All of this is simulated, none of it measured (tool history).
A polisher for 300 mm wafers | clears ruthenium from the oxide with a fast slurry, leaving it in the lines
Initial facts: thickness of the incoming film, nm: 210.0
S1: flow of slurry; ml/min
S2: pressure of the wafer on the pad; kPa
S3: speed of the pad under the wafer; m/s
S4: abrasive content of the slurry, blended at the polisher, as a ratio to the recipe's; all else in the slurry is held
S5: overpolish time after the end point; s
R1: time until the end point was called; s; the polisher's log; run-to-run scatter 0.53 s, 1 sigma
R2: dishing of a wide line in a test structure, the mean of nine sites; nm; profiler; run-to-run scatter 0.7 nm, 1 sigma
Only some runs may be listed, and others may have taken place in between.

| run | hour | S1 | S2 | S3 | S4 | S5 | R1 | R2 |
|---|---|---|---|---|---|---|---|---|
| 1 | 0.0 | 295 | 22.1 | 1.20 | 1.0 | 17 | 43.453 | 65.986 |
| 2 | 8.7 | 295 | 20.0 | 1.20 | 1.0 | 14 | 48.912 | 52.105 |
| 3 | 14.5 | 365 | 20.0 | 1.20 | 1.0 | 14 | 47.492 | 51.847 |
| 4 | 22.1 | 365 | 20.0 | 1.20 | 1.0 | 11 | 47.271 | 45.523 |
| 5 | 30.4 | 365 | 25.5 | 1.20 | 1.0 | 11 | 37.725 | 52.101 |
| 6 | 31.2 | 305 | 25.5 | 1.20 | 1.0 | 11 | 38.495 | 52.412 |
| 7 | 37.5 | 305 | 22.8 | 1.20 | 1.0 | 10 | 42.621 | 43.026 |
| 8 | 45.0 | 305 | 20.7 | 1.20 | 1.0 | 10 | 45.641 | 41.505 |

Run 9 has not been measured yet. What should we expect?
| 9 | 53.3 | 305 | 18.6 | 1.20 | 1.0 | 10 | ? | ? |

Run 9 measured R1 52.534 s, R2 35.769 nm.
